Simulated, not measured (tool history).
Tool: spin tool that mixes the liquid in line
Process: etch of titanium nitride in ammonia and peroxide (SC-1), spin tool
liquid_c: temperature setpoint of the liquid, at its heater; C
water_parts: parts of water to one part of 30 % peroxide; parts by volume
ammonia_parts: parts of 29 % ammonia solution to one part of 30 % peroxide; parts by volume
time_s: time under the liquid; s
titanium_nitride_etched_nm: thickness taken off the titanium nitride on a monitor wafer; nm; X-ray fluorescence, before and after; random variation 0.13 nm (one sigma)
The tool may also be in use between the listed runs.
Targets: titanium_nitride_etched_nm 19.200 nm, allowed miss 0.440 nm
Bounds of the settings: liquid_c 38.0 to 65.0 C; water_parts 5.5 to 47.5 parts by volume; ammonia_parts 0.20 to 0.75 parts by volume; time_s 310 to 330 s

Run 1, day 0.000: liquid_c 49.0 C, water_parts 26.5 parts by volume, ammonia_parts 0.45 parts by volume, time_s 310 s. Result: titanium_nitride_etched_nm 13.410 nm.
Run 2, day 0.308: liquid_c 49.0 C, water_parts 26.5 parts by volume, ammonia_parts 0.55 parts by volume, time_s 310 s. Result: titanium_nitride_etched_nm 13.531 nm.
Run 3, day 0.496: liquid_c 50.5 C, water_parts 26.5 parts by volume, ammonia_parts 0.55 parts by volume, time_s 310 s. Result: titanium_nitride_etched_nm 15.285 nm.
Run 4, day 0.588: liquid_c 50.5 C, water_parts 26.5 parts by volume, ammonia_parts 0.45 parts by volume, time_s 310 s. Result: titanium_nitride_etched_nm 14.566 nm.
Run 5, day 0.742: liquid_c 50.5 C, water_parts 26.5 parts by volume, ammonia_parts 0.45 parts by volume, time_s 310 s. Result: titanium_nitride_etched_nm 14.637 nm.
Run 6, day 0.788: liquid_c 50.5 C, water_parts 26.5 parts by volume, ammonia_parts 0.40 parts by volume, time_s 310 s. Result: titanium_nitride_etched_nm 14.337 nm.
Run 7, day 1.112: liquid_c 50.5 C, water_parts 26.5 parts by volume, ammonia_parts 0.40 parts by volume, time_s 310 s. Result: titanium_nitride_etched_nm 14.416 nm.
Run 8, day 1.292: liquid_c 55.5 C, water_parts 26.5 parts by volume, ammonia_parts 0.40 parts by volume, time_s 310 s. Result: titanium_nitride_etched_nm 20.201 nm.

Which of these 4 next moves meets every target?
Run A, day 1.471: liquid_c 47.5 C, water_parts 11.0 parts by volume, ammonia_parts 0.30 parts by volume, time_s 330 s. Result: titanium_nitride_etched_nm ?.
Run B, day 1.471: liquid_c 54.5 C, water_parts 21.5 parts by volume, ammonia_parts 0.45 parts by volume, time_s 315 s. Result: titanium_nitride_etched_nm ?.
Run C, day 1.471: liquid_c 55.0 C, water_parts 23.5 parts by volume, ammonia_parts 0.40 parts by volume, time_s 320 s. Result: titanium_nitride_etched_nm ?.
Run D, day 1.471: liquid_c 54.5 C, water_parts 23.5 parts by volume, ammonia_parts 0.35 parts by volume, time_s 315 s. Result: titanium_nitride_etched_nm ?.

move  titanium_nitride_etched_nm
   A                      19.046
   B                      22.021
   C                      21.523
   D                      19.966
A: meets every target
B: further off than the last run
C: further off than the last run
D: nearer than the last run, and not there yet
Answer: A
